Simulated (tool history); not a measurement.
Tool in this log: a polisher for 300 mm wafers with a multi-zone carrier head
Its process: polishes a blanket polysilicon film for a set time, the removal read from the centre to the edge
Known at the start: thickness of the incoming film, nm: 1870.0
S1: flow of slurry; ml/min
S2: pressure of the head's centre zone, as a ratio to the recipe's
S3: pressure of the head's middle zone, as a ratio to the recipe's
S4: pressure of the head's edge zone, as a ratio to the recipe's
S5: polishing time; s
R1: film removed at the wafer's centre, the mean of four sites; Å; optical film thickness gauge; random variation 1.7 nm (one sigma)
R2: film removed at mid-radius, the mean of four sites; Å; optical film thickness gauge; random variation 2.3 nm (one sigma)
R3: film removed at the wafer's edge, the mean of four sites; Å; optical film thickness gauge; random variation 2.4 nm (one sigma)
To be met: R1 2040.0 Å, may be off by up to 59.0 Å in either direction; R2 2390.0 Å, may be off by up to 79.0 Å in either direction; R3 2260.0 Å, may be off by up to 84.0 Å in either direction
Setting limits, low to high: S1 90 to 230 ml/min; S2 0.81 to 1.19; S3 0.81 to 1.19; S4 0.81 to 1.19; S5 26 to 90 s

Run 1, day 0.000: S1 150 ml/min, S2 1.00, S3 1.00, S4 1.00, S5 58 s. Result: R1 3226.3 Å, R2 3172.1 Å, R3 3274.2 Å.
Run 2, day 0.321: S1 150 ml/min, S2 1.06, S3 1.00, S4 1.00, S5 58 s. Result: R1 3432.0 Å, R2 3204.7 Å, R3 3263.7 Å.
Run 3, day 0.596: S1 145 ml/min, S2 1.02, S3 1.01, S4 0.97, S5 55 s. Result: R1 3124.5 Å, R2 3066.8 Å, R3 3056.4 Å.
Run 4, day 0.725: S1 145 ml/min, S2 1.02, S3 0.95, S4 0.97, S5 55 s. Result: R1 3113.6 Å, R2 2844.2 Å, R3 3010.5 Å.
Run 5, day 0.958: S1 175 ml/min, S2 1.02, S3 0.95, S4 0.97, S5 55 s. Result: R1 3267.4 Å, R2 2988.3 Å, R3 3041.5 Å.
Run 6, day 1.308: S1 175 ml/min, S2 1.02, S3 0.95, S4 1.02, S5 55 s. Result: R1 3264.1 Å, R2 2995.6 Å, R3 3139.0 Å.
Run 7, day 1.354: S1 170 ml/min, S2 0.98, S3 0.96, S4 0.99, S5 52 s. Result: R1 2924.2 Å, R2 2841.7 Å, R3 2903.9 Å.
Run 8, day 1.650: S1 130 ml/min, S2 0.88, S3 0.97, S4 0.89, S5 45 s. Result: R1 2135.4 Å, R2 2353.1 Å, R3 2348.3 Å.
Run 9, day 1.775: S1 130 ml/min, S2 0.88, S3 0.98, S4 0.88, S5 45 s. Result: R1 2132.3 Å, R2 2363.5 Å, R3 2326.0 Å.
Run 10, day 2.088: S1 130 ml/min, S2 0.88, S3 0.99, S4 0.87, S5 45 s. Result: R1 2107.4 Å, R2 2361.0 Å, R3 2276.4 Å.

Exercise: of the 4 proposed moves below, exactly one satisfies all targets within the stated allowed misses. Which move is it?
Run A, day 2.400: S1 130 ml/min, S2 0.84, S3 1.01, S4 0.88, S5 49 s. Result: R1 ?, R2 ?, R3 ?.
Run B, day 2.400: S1 105 ml/min, S2 0.87, S3 1.02, S4 0.87, S5 47 s. Result: R1 ?, R2 ?, R3 ?.
Run C, day 2.400: S1 145 ml/min, S2 0.92, S3 1.15, S4 0.82, S5 42 s. Result: R1 ?, R2 ?, R3 ?.
Run D, day 2.400: S1 120 ml/min, S2 0.92, S3 1.00, S4 0.88, S5 44 s. Result: R1 ?, R2 ?, R3 ?.

move      R1      R2      R3
   A  2215.2  2641.4  2495.5
   B  2055.5  2405.5  2284.4
   C  2143.9  2593.3  2106.5
   D  2129.4  2302.8  2209.0
A: moves away from the targets compared with the last run
B: every result lands within tolerance
C: moves away from the targets compared with the last run
D: moves away from the targets compared with the last run
Answer: B

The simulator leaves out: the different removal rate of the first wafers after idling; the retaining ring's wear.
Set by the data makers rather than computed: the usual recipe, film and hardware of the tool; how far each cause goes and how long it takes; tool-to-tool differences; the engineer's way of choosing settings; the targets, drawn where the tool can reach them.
